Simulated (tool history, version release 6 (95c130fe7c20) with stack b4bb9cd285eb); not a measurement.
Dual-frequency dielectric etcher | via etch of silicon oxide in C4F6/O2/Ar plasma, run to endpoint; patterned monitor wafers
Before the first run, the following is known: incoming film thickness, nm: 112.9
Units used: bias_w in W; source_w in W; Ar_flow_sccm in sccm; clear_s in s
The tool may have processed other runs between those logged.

Run 1, day 0: bias_w 607 W, source_w 410 W, Ar_flow_sccm 356 sccm. Result: clear_s 23.226 s.
Run 2, day 0.296: bias_w 565 W, source_w 400 W, Ar_flow_sccm 357 sccm. Result: clear_s 23.658 s.
Run 3, day 0.367: bias_w 526 W, source_w 390 W, Ar_flow_sccm 360 sccm. Result: clear_s 24.292 s.
Run 4, day 0.458: bias_w 526 W, source_w 450 W, Ar_flow_sccm 360 sccm. Result: clear_s 23.64 s.
Run 5, day 0.671: bias_w 526 W, source_w 450 W, Ar_flow_sccm 389 sccm. Result: clear_s 23.811 s.
Run 6, day 0.829: bias_w 526 W, source_w 520 W, Ar_flow_sccm 389 sccm. Result: clear_s 22.627 s.

Forecast run 7:
Run 7, day 0.954: bias_w 482 W, source_w 500 W, Ar_flow_sccm 395 sccm. Result: clear_s ?.

clear_s: 23.948 s

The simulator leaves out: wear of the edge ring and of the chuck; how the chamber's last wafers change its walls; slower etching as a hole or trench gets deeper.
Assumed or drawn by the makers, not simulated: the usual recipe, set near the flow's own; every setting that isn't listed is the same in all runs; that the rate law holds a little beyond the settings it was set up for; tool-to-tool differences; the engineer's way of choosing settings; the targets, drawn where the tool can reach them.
